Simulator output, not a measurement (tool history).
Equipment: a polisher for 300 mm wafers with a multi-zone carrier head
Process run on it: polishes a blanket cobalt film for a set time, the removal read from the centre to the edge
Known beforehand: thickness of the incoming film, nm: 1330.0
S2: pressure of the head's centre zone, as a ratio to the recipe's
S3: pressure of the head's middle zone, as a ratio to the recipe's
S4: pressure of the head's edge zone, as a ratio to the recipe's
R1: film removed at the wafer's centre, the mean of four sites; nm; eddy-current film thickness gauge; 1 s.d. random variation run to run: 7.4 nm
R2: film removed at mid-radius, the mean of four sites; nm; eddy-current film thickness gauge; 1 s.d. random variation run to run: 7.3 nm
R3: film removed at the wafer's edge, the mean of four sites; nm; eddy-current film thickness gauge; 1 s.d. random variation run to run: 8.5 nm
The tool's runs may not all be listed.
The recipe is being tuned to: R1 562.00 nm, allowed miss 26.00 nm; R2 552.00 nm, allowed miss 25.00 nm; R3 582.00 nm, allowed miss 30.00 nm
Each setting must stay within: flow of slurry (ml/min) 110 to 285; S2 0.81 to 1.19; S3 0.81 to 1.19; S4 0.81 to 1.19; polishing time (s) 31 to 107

{"run": 1, "day": 0.0, "flow of slurry (ml/min)": 180, "S2": 1.0, "S3": 1.0, "S4": 1.0, "polishing time (s)": 69, "R1": 378.46, "R2": 380.57, "R3": 381.05}
{"run": 2, "day": 0.333, "flow of slurry (ml/min)": 160, "S2": 1.0, "S3": 1.0, "S4": 1.0, "polishing time (s)": 69, "R1": 372.36, "R2": 383.91, "R3": 378.33}
{"run": 3, "day": 0.571, "flow of slurry (ml/min)": 160, "S2": 1.0, "S3": 1.05, "S4": 1.0, "polishing time (s)": 69, "R1": 378.05, "R2": 398.67, "R3": 375.05}
{"run": 4, "day": 0.875, "flow of slurry (ml/min)": 180, "S2": 1.0, "S3": 1.05, "S4": 1.0, "polishing time (s)": 69, "R1": 383.86, "R2": 399.15, "R3": 375.68}
{"run": 5, "day": 1.154, "flow of slurry (ml/min)": 200, "S2": 1.0, "S3": 1.05, "S4": 1.0, "polishing time (s)": 69, "R1": 393.54, "R2": 409.98, "R3": 389.21}
{"run": 6, "day": 1.271, "flow of slurry (ml/min)": 200, "S2": 1.05, "S3": 1.05, "S4": 1.0, "polishing time (s)": 69, "R1": 413.73, "R2": 408.09, "R3": 387.96}
{"run": 7, "day": 1.617, "flow of slurry (ml/min)": 210, "S2": 1.02, "S3": 1.01, "S4": 1.1, "polishing time (s)": 88, "R1": 528.47, "R2": 508.81, "R3": 510.98}
{"run": 8, "day": 1.858, "flow of slurry (ml/min)": 215, "S2": 1.01, "S3": 1.0, "S4": 1.11, "polishing time (s)": 90, "R1": 530.26, "R2": 520.48, "R3": 538.21}
{"run": 9, "day": 1.954, "flow of slurry (ml/min)": 215, "S2": 1.01, "S3": 1.0, "S4": 1.11, "polishing time (s)": 90, "R1": 536.45, "R2": 523.73, "R3": 528.19}
{"run": 10, "day": 2.258, "flow of slurry (ml/min)": 220, "S2": 1.0, "S3": 0.99, "S4": 1.12, "polishing time (s)": 91, "R1": 523.2, "R2": 520.91, "R3": 534.93}

Which single option among these 5 for the next run brings every result within its allowed miss of target? Just one does.
{"run": "A", "day": 2.562, "flow of slurry (ml/min)": 205, "S2": 0.94, "S3": 0.95, "S4": 1.19, "polishing time (s)": 90, "R1": "?", "R2": "?", "R3": "?"}
{"run": "B", "day": 2.562, "flow of slurry (ml/min)": 230, "S2": 0.98, "S3": 0.84, "S4": 1.19, "polishing time (s)": 96, "R1": "?", "R2": "?", "R3": "?"}
{"run": "C", "day": 2.562, "flow of slurry (ml/min)": 260, "S2": 0.97, "S3": 0.84, "S4": 1.19, "polishing time (s)": 87, "R1": "?", "R2": "?", "R3": "?"}
{"run": "D", "day": 2.562, "flow of slurry (ml/min)": 230, "S2": 1.01, "S3": 0.98, "S4": 1.14, "polishing time (s)": 96, "R1": "?", "R2": "?", "R3": "?"}
{"run": "E", "day": 2.562, "flow of slurry (ml/min)": 215, "S2": 1.1, "S3": 1.07, "S4": 1.09, "polishing time (s)": 87, "R1": "?", "R2": "?", "R3": "?"}

move=A R1=499.53 R2=496.61 R3=545.05
move=B R1=562.53 R2=494.25 R3=589.33
move=C R1=513.87 R2=454.84 R3=540.32
move=D R1=578.18 R2=550.37 R3=575.41
move=E R1=559.69 R2=526.36 R3=505.59
A: moves away from the targets compared with the last run
B: corrects the largest miss of the last run, while another result sits out of spec
C: moves away from the targets compared with the last run
D: each result inside its tolerance
E: moves away from the targets compared with the last run
D is the move that brings every result within its allowed miss.

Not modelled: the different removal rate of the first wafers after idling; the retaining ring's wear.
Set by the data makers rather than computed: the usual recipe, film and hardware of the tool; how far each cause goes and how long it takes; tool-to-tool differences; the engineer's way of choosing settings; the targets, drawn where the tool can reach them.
